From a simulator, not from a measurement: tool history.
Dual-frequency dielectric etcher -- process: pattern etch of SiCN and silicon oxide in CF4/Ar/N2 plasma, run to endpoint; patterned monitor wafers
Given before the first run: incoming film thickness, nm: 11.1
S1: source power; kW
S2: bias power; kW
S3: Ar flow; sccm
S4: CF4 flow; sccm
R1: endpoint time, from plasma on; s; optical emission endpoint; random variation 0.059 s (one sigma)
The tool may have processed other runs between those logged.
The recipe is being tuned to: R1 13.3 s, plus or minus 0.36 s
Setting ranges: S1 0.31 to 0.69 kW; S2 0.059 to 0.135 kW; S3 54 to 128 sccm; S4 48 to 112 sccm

run 1 hour=0 | S1=0.5 S2=0.097 S3=91 S4=80 | R1=10.153
run 2 hour=1.2 | S1=0.47 S2=0.096 S3=91 S4=80 | R1=10.775
run 3 hour=6.7 | S1=0.47 S2=0.096 S3=80 S4=80 | R1=10.803
run 4 hour=11.6 | S1=0.47 S2=0.096 S3=74 S4=80 | R1=10.711
run 5 hour=13.8 | S1=0.53 S2=0.096 S3=74 S4=80 | R1=9.4557
run 6 hour=17.3 | S1=0.53 S2=0.096 S3=74 S4=86 | R1=9.3227
run 7 hour=22.1 | S1=0.5 S2=0.095 S3=74 S4=86 | R1=9.9975
run 8 hour=27.8 | S1=0.47 S2=0.094 S3=74 S4=86 | R1=10.638
run 9 hour=32 | S1=0.45 S2=0.093 S3=74 S4=86 | R1=11.237
run 10 hour=38.8 | S1=0.44 S2=0.093 S3=74 S4=86 | R1=11.467
run 11 hour=44.4 | S1=0.43 S2=0.093 S3=74 S4=86 | R1=11.734
run 12 hour=49.1 | S1=0.42 S2=0.093 S3=74 S4=86 | R1=12.077
run 13 hour=53.3 | S1=0.41 S2=0.093 S3=74 S4=86 | R1=12.363
run 14 hour=56.1 | S1=0.4 S2=0.093 S3=74 S4=86 | R1=12.697

Below are 5 possible settings for the next run. Only one of them brings all results inside the allowed miss of their targets. Which is it?
run A hour=58.9 | S1=0.45 S2=0.083 S3=69 S4=83 | R1=?
run B hour=58.9 | S1=0.36 S2=0.124 S3=79 S4=92 | R1=?
run C hour=58.9 | S1=0.42 S2=0.099 S3=76 S4=90 | R1=?
run D hour=58.9 | S1=0.4 S2=0.083 S3=70 S4=85 | R1=?
run E hour=58.9 | S1=0.43 S2=0.094 S3=97 S4=84 | R1=?

move=A R1=11.767
move=B R1=12.451
move=C R1=11.699
move=D R1=13.289
move=E R1=12.03
A: its largest miss is bigger than the last run's
B: its largest miss is bigger than the last run's
C: its largest miss is bigger than the last run's
D: all results in spec
E: its largest miss is bigger than the last run's
D meets every target.
